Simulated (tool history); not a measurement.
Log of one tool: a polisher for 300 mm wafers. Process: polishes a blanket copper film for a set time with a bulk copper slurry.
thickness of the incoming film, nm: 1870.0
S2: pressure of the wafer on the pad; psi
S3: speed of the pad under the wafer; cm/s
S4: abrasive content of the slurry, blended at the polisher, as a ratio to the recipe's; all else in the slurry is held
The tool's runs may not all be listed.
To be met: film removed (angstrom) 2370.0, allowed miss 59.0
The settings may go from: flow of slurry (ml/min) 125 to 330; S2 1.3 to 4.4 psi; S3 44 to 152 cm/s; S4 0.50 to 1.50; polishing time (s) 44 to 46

Run 1, hour 0.0: flow of slurry (ml/min) 210, S2 2.8 psi, S3 98 cm/s, S4 1.00, polishing time (s) 44. Result: film removed (angstrom) 4573.8.
Run 2, hour 1.9: flow of slurry (ml/min) 210, S2 2.8 psi, S3 98 cm/s, S4 1.00, polishing time (s) 44. Result: film removed (angstrom) 4568.3.
Run 3, hour 7.7: flow of slurry (ml/min) 205, S2 2.5 psi, S3 96 cm/s, S4 1.00, polishing time (s) 44. Result: film removed (angstrom) 4072.0.
Run 4, hour 15.7: flow of slurry (ml/min) 205, S2 2.3 psi, S3 94 cm/s, S4 1.00, polishing time (s) 44. Result: film removed (angstrom) 3778.9.
Run 5, hour 18.5: flow of slurry (ml/min) 200, S2 2.1 psi, S3 92 cm/s, S4 1.00, polishing time (s) 44. Result: film removed (angstrom) 3463.4.
Run 6, hour 22.6: flow of slurry (ml/min) 200, S2 2.1 psi, S3 74 cm/s, S4 1.00, polishing time (s) 44. Result: film removed (angstrom) 2788.7.
Run 7, hour 25.7: flow of slurry (ml/min) 200, S2 2.0 psi, S3 74 cm/s, S4 1.00, polishing time (s) 44. Result: film removed (angstrom) 2688.9.
Run 8, hour 30.8: flow of slurry (ml/min) 200, S2 1.9 psi, S3 74 cm/s, S4 1.00, polishing time (s) 44. Result: film removed (angstrom) 2619.1.

Which of these 4 next moves meets every target?
Run A, hour 35.9: flow of slurry (ml/min) 200, S2 1.4 psi, S3 104 cm/s, S4 1.00, polishing time (s) 45. Result: film removed (angstrom) ?.
Run B, hour 35.9: flow of slurry (ml/min) 220, S2 2.3 psi, S3 72 cm/s, S4 1.05, polishing time (s) 44. Result: film removed (angstrom) ?.
Run C, hour 35.9: flow of slurry (ml/min) 145, S2 1.8 psi, S3 68 cm/s, S4 1.05, polishing time (s) 44. Result: film removed (angstrom) ?.
Run D, hour 35.9: flow of slurry (ml/min) 190, S2 2.0 psi, S3 64 cm/s, S4 1.05, polishing time (s) 44. Result: film removed (angstrom) ?.

move  film removed (angstrom)
   A                   2973.7
   B                   2925.6
   C                   2210.3
   D                   2325.6
A: further off than the last run
B: further off than the last run
C: takes the result that was furthest off past its target
D: meets every target
Move D is the one to make.

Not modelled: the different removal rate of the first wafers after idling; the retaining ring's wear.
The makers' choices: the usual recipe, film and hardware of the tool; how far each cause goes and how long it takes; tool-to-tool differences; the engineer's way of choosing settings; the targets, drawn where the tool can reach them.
